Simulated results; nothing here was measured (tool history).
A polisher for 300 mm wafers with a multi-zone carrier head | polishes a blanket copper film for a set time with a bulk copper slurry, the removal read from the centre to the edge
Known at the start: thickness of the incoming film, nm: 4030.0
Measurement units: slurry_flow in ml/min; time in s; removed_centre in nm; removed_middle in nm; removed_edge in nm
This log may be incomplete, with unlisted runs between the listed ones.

{"run": 1, "day": 0.0, "slurry_flow": 245, "centre_zone": 1.0, "middle_zone": 1.0, "edge_zone": 1.0, "slurry_solids": 1.0, "time": 73, "removed_centre": 721.05, "removed_middle": 710.61, "removed_edge": 707.86}
{"run": 2, "day": 0.221, "slurry_flow": 245, "centre_zone": 1.0, "middle_zone": 1.0, "edge_zone": 1.0, "slurry_solids": 1.0, "time": 56, "removed_centre": 551.86, "removed_middle": 531.76, "removed_edge": 549.14}
{"run": 3, "day": 0.554, "slurry_flow": 235, "centre_zone": 1.02, "middle_zone": 0.97, "edge_zone": 0.96, "slurry_solids": 0.95, "time": 56, "removed_centre": 549.25, "removed_middle": 522.42, "removed_edge": 523.04}
{"run": 4, "day": 0.712, "slurry_flow": 235, "centre_zone": 1.02, "middle_zone": 0.91, "edge_zone": 0.96, "slurry_solids": 0.95, "time": 56, "removed_centre": 548.34, "removed_middle": 494.22, "removed_edge": 529.01}
{"run": 5, "day": 0.779, "slurry_flow": 235, "centre_zone": 1.02, "middle_zone": 0.91, "edge_zone": 0.99, "slurry_solids": 0.95, "time": 56, "removed_centre": 550.23, "removed_middle": 492.59, "removed_edge": 549.59}
{"run": 6, "day": 0.95, "slurry_flow": 235, "centre_zone": 1.02, "middle_zone": 0.91, "edge_zone": 0.99, "slurry_solids": 1.15, "time": 56, "removed_centre": 569.18, "removed_middle": 519.13, "removed_edge": 559.73}
{"run": 7, "day": 1.258, "slurry_flow": 230, "centre_zone": 1.04, "middle_zone": 0.89, "edge_zone": 0.95, "slurry_solids": 1.05, "time": 56, "removed_centre": 572.74, "removed_middle": 495.65, "removed_edge": 543.68}
{"run": 8, "day": 1.608, "slurry_flow": 225, "centre_zone": 1.05, "middle_zone": 0.89, "edge_zone": 0.92, "slurry_solids": 0.95, "time": 56, "removed_centre": 560.03, "removed_middle": 481.26, "removed_edge": 519.06}
{"run": 9, "day": 1.654, "slurry_flow": 215, "centre_zone": 1.06, "middle_zone": 0.88, "edge_zone": 0.89, "slurry_solids": 0.9, "time": 56, "removed_centre": 554.76, "removed_middle": 473.49, "removed_edge": 506.53}
{"run": 10, "day": 1.7, "slurry_flow": 210, "centre_zone": 1.07, "middle_zone": 0.88, "edge_zone": 0.87, "slurry_solids": 0.85, "time": 56, "removed_centre": 556.29, "removed_middle": 468.29, "removed_edge": 489.57}
{"run": 11, "day": 1.954, "slurry_flow": 170, "centre_zone": 1.07, "middle_zone": 0.85, "edge_zone": 0.82, "slurry_solids": 0.8, "time": 56, "removed_centre": 524.02, "removed_middle": 427.45, "removed_edge": 467.48}
{"run": 12, "day": 2.204, "slurry_flow": 180, "centre_zone": 1.07, "middle_zone": 0.85, "edge_zone": 0.82, "slurry_solids": 0.8, "time": 56, "removed_centre": 528.81, "removed_middle": 430.98, "removed_edge": 467.12}
{"day": 2.496, "done": "worn pad replaced by a new one"}
{"run": 13, "day": 2.496, "slurry_flow": 190, "centre_zone": 1.07, "middle_zone": 0.85, "edge_zone": 0.82, "slurry_solids": 0.8, "time": 56, "removed_centre": 562.19, "removed_middle": 468.14, "removed_edge": 500.48}

Run 14 is up next; what results do you expect?
{"run": 14, "day": 2.783, "slurry_flow": 185, "centre_zone": 1.08, "middle_zone": 0.86, "edge_zone": 0.82, "slurry_solids": 0.8, "time": 56, "removed_centre": "?", "removed_middle": "?", "removed_edge": "?"}

{"run 14": {"removed_centre": 571.33, "removed_middle": 463.23, "removed_edge": 498.9}}
